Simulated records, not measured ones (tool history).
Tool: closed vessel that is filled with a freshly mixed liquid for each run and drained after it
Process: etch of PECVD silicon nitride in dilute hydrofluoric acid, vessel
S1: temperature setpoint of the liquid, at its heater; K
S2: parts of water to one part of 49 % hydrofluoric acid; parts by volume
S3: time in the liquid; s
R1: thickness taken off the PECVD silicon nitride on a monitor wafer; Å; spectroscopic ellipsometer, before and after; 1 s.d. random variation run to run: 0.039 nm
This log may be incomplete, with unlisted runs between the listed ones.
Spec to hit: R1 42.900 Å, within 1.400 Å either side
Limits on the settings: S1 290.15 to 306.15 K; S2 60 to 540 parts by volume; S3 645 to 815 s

| run | hour | S1 | S2 | S3 | R1 |
|---|---|---|---|---|---|
| 1 | 0.0 | 298.15 | 300 | 815 | 80.219 |
| 2 | 4.8 | 298.15 | 340 | 815 | 71.516 |
| 3 | 14.2 | 297.15 | 340 | 815 | 67.247 |
| 4 | 21.7 | 299.15 | 340 | 815 | 75.771 |
| 5 | 29.7 | 298.15 | 340 | 815 | 71.379 |
| 6 | 31.3 | 297.15 | 340 | 815 | 65.945 |
| 7 | 36.6 | 297.15 | 340 | 815 | 66.754 |
| 8 | 38.2 | 296.65 | 340 | 815 | 64.252 |
| 9 | 47.0 | 292.65 | 345 | 815 | 48.935 |
| 10 | 52.8 | 291.65 | 345 | 815 | 46.673 |

Exercise: of the 5 proposed moves below, exactly one satisfies all targets within the stated allowed misses. Which move is it?
| A | 58.6 | 297.65 | 415 | 765 | ? |
| B | 58.6 | 290.15 | 325 | 720 | ? |
| C | 58.6 | 296.65 | 405 | 720 | ? |
| D | 58.6 | 290.15 | 325 | 730 | ? |
| E | 58.6 | 295.65 | 440 | 735 | ? |

| move | R1 |
|---|---|
| A | 53.034 |
| B | 39.805 |
| C | 48.207 |
| D | 40.358 |
| E | 42.744 |
A: its largest miss is bigger than the last run's
B: takes the biggest miss from the last run beyond its target
C: its largest miss is bigger than the last run's
D: takes the biggest miss from the last run beyond its target
E: every result lands within tolerance
The move that meets every target is E.
